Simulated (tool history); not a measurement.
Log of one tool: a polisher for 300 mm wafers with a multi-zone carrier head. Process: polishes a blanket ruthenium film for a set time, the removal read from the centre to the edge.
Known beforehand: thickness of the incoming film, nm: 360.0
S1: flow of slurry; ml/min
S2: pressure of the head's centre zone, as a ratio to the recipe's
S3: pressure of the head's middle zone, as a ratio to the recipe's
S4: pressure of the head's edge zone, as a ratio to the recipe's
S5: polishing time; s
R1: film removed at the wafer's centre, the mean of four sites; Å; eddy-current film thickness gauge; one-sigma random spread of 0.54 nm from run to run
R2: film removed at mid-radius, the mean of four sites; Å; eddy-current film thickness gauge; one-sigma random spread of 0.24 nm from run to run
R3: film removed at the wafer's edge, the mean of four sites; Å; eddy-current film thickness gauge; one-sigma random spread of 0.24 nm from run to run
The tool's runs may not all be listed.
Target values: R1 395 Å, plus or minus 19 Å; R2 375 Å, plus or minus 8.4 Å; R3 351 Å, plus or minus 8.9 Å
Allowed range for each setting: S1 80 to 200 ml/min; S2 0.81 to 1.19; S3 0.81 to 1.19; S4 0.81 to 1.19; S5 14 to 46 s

| run | day | S1 | S2 | S3 | S4 | S5 | R1 | R2 | R3 |
|---|---|---|---|---|---|---|---|---|---|
| 1 | 0 | 130 | 1 | 1 | 1 | 30 | 268.49 | 266.18 | 274.91 |
| 2 | 0.133 | 130 | 1 | 0.95 | 1 | 30 | 267.3 | 257.51 | 272.9 |
| 3 | 0.408 | 145 | 1.03 | 1 | 1.02 | 31 | 293.05 | 284.22 | 288.84 |
| 4 | 0.746 | 145 | 1.03 | 0.96 | 1.02 | 31 | 295.24 | 275.62 | 286.9 |
| 5 | 0.883 | 145 | 1.03 | 0.93 | 1.02 | 31 | 295.17 | 266.11 | 285.18 |
| 6 | 0.912 | 155 | 1.06 | 0.98 | 1.05 | 32 | 319.5 | 290.49 | 307.21 |
| 7 | 1.246 | 165 | 1.08 | 1.02 | 1.06 | 32 | 326.24 | 299.04 | 304.94 |
| 8 | 1.562 | 170 | 1.09 | 1.05 | 1.07 | 33 | 336.23 | 314.21 | 320.26 |
| 9 | 1.854 | 175 | 1.11 | 1.08 | 1.06 | 34 | 368.33 | 331.45 | 328.49 |
| 10 | 2.221 | 175 | 1.11 | 1.08 | 1.06 | 34 | 357.57 | 336.96 | 330.59 |
| 11 | 2.333 | 200 | 1.16 | 1.15 | 1.11 | 35 | 401.81 | 366.6 | 350.99 |

4 candidate next runs follow, results not yet known. Just one meets every target within its allowed miss. Identify it.
| A | 2.446 | 165 | 1.14 | 1.05 | 1.19 | 37 | ? | ? | ? |
| B | 2.446 | 195 | 1.12 | 1.07 | 1.19 | 36 | ? | ? | ? |
| C | 2.446 | 150 | 1.15 | 1.18 | 1.06 | 37 | ? | ? | ? |
| D | 2.446 | 190 | 1.03 | 1.19 | 1.07 | 34 | ? | ? | ? |

| move | R1 | R2 | R3 |
|---|---|---|---|
| A | 405.19 | 354.37 | 369.86 |
| B | 399.66 | 358.68 | 367.31 |
| C | 400.61 | 373.61 | 347.12 |
| D | 345.57 | 360.36 | 330.28 |
A: the biggest miss grows against the last run
B: the biggest miss grows against the last run
C: hits every target within its allowed miss
D: the biggest miss grows against the last run
The move that meets every target is C.
